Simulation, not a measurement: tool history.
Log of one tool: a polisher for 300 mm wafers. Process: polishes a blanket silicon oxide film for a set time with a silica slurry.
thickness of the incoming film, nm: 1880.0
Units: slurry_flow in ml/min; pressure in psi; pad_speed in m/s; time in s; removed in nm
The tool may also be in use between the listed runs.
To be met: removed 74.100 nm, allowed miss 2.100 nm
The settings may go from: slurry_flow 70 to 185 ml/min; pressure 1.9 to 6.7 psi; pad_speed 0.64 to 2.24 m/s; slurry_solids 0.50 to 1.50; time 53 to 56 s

run  hour  slurry_flow  pressure  pad_speed  slurry_solids  time  removed
  1   0.0          120       4.3       1.44           1.00    53  166.770
  2   2.8          115       3.9       1.38           1.00    53  142.500
  3   6.1          110       3.6       1.36           1.00    53  127.390
  4   7.5          110       2.7       1.36           1.00    53   98.404
  5   8.5          105       2.6       1.36           1.00    53   93.502
  6   9.3          100       2.5       1.36           1.00    53   87.865
  7   9.9           70       2.0       1.36           1.00    53   60.823
  8  17.2          100       2.0       1.36           1.00    53   71.260

Which of these 4 next moves meets every target?
  A  24.5          100       1.9       1.38           1.00    53        ?
  B  24.5           85       2.0       1.38           1.05    56        ?
  C  24.5           95       2.8       0.86           1.05    53        ?
  D  24.5          130       2.8       0.80           0.90    56        ?

move  removed
   A   69.335
   B   73.853
   C   68.975
   D   70.047
A: further off than the last run
B: meets every target
C: further off than the last run
D: further off than the last run
Move B is the one to make.

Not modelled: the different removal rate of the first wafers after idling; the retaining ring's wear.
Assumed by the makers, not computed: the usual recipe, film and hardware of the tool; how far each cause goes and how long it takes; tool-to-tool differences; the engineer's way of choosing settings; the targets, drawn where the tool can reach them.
